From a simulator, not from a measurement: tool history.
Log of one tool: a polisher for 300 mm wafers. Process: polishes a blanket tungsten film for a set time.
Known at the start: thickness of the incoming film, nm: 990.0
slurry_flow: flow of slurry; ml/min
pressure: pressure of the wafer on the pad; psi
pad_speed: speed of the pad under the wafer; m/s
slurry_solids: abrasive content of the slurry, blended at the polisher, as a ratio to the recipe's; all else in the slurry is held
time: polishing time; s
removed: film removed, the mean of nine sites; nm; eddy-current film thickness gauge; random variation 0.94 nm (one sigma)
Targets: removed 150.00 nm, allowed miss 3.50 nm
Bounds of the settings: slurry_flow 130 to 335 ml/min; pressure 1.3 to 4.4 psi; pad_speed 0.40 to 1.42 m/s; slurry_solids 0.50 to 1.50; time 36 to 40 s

run	hour	slurry_flow	pressure	pad_speed	slurry_solids	time	removed
1	0.0	215	2.8	0.90	1.00	40	117.09
2	4.8	215	2.8	0.90	0.85	40	112.65
3	11.8	215	2.8	1.06	0.85	40	132.99
4	20.6	225	2.9	1.06	0.85	40	136.49
5	27.8	270	2.9	1.06	0.85	40	138.99
6	32.3	270	2.9	0.84	0.85	40	112.37
7	36.7	270	3.2	0.84	0.85	40	122.97
8	39.0	270	3.4	0.84	0.85	40	129.69
9	44.3	270	3.6	0.84	0.85	40	136.13
10	46.7	275	3.7	0.84	0.85	40	140.07
11	50.9	280	3.8	0.84	0.85	40	143.43

4 next moves are on the table. One of them brings every result within its allowed miss. Which?
A	55.1	235	4.4	0.88	0.70	37	?
B	55.1	295	3.8	0.82	0.95	39	?
C	55.1	310	4.2	0.86	0.75	36	?
D	55.1	255	3.8	0.84	0.85	40	?

move	removed
A	148.69
B	141.33
C	141.92
D	142.09
A: meets every target
B: further off than the last run
C: further off than the last run
D: further off than the last run
Answer: A

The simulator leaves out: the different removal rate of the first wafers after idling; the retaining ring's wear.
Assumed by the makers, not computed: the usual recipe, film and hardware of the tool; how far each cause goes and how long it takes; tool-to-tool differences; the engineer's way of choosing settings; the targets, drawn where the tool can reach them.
